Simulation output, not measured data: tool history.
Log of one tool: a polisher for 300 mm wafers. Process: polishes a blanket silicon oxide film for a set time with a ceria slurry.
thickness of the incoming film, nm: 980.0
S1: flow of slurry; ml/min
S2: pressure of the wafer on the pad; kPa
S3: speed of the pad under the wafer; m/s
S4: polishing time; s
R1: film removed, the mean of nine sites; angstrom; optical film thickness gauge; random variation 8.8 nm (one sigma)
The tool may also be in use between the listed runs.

run 1 day=0 | S1=190 S2=25.5 S3=1.34 S4=64 | R1=4387.8
run 2 day=0.133 | S1=190 S2=25.5 S3=1.2 S4=64 | R1=3988.9
run 3 day=0.367 | S1=190 S2=27.6 S3=1.22 S4=64 | R1=4267.2
run 4 day=0.4 | S1=190 S2=27.6 S3=1.22 S4=67 | R1=4583.1
run 5 day=0.671 | S1=190 S2=27.6 S3=1.22 S4=67 | R1=4441.9
run 6 day=0.946 | S1=190 S2=29.6 S3=1.24 S4=67 | R1=4878.7

The next listed run, before its measurement:
run 7 day=1.25 | S1=190 S2=31 S3=1.24 S4=67 | R1=?

R1: 5014 angstrom
